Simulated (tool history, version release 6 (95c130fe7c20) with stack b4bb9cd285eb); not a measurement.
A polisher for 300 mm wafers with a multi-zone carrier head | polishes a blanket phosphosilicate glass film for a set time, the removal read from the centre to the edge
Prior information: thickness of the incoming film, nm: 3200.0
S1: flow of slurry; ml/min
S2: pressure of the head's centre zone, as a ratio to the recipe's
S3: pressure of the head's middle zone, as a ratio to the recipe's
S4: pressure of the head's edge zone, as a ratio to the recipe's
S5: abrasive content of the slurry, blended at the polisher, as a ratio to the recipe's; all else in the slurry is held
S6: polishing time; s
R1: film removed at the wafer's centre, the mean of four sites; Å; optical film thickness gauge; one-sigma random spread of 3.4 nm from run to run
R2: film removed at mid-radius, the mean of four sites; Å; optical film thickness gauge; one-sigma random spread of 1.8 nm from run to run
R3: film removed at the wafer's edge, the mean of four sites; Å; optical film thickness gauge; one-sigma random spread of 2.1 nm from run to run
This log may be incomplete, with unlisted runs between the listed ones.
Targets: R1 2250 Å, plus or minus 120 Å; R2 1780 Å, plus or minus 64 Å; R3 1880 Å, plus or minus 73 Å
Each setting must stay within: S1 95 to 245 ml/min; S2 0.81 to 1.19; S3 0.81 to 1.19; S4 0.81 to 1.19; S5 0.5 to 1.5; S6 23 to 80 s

Run 1, hour 0: S1 155 ml/min, S2 1, S3 1, S4 1, S5 1, S6 51 s. Result: R1 2810.7 Å, R2 2781.1 Å, R3 2647.9 Å.
Run 2, hour 3.6: S1 150 ml/min, S2 1.02, S3 0.95, S4 0.97, S5 0.85, S6 50 s. Result: R1 2565.8 Å, R2 2338 Å, R3 2294.6 Å.
Run 3, hour 6.9: S1 150 ml/min, S2 1.09, S3 0.95, S4 0.97, S5 0.85, S6 50 s. Result: R1 2696.4 Å, R2 2296.4 Å, R3 2234.1 Å.
Run 4, hour 14.6: S1 140 ml/min, S2 1.08, S3 0.91, S4 0.95, S5 0.8, S6 50 s. Result: R1 2524.9 Å, R2 2161.6 Å, R3 2164.7 Å.
At hour 23.5: edge zone pressure recalibrated.
Run 5, hour 23.5: S1 140 ml/min, S2 1.08, S3 0.95, S4 0.95, S5 0.8, S6 50 s. Result: R1 2464.7 Å, R2 2209.1 Å, R3 2264.8 Å.
Run 6, hour 28.9: S1 140 ml/min, S2 1.08, S3 0.89, S4 0.95, S5 0.8, S6 50 s. Result: R1 2520.4 Å, R2 2111.1 Å, R3 2245.1 Å.
Run 7, hour 36.4: S1 140 ml/min, S2 1.08, S3 0.89, S4 0.95, S5 0.8, S6 50 s. Result: R1 2544.2 Å, R2 2112.4 Å, R3 2267.6 Å.
Run 8, hour 43.1: S1 140 ml/min, S2 1.1, S3 0.89, S4 0.93, S5 0.7, S6 50 s. Result: R1 2294.4 Å, R2 1908 Å, R3 2043.2 Å.

Which of these 5 next moves meets every target?
Run A, hour 49.8: S1 130 ml/min, S2 1.07, S3 0.84, S4 1.01, S5 0.5, S6 60 s. Result: R1 ?, R2 ?, R3 ?.
Run B, hour 49.8: S1 155 ml/min, S2 1.14, S3 0.89, S4 0.92, S5 0.65, S6 49 s. Result: R1 ?, R2 ?, R3 ?.
Run C, hour 49.8: S1 155 ml/min, S2 1.05, S3 0.85, S4 1.05, S5 0.7, S6 43 s. Result: R1 ?, R2 ?, R3 ?.
Run D, hour 49.8: S1 145 ml/min, S2 1.08, S3 0.82, S4 0.92, S5 0.8, S6 45 s. Result: R1 ?, R2 ?, R3 ?.
Run E, hour 49.8: S1 125 ml/min, S2 0.95, S3 0.83, S4 0.99, S5 0.5, S6 68 s. Result: R1 ?, R2 ?, R3 ?.

move      R1      R2      R3
   A  1959.4  1618.1  1860.2
   B  2267.3  1831.7  1913.4
   C  1940.3  1640.4  1876.9
   D    2262  1808.7  2029.9
   E  1948.5    1800  2077.6
A: gets the furthest-off result to its target, but another result is out of tolerance
B: meets every target
C: gets the furthest-off result to its target, but another result is out of tolerance
D: an improvement on the last run, though not all results are within tolerance
E: its largest miss is bigger than the last run's
Answer: B
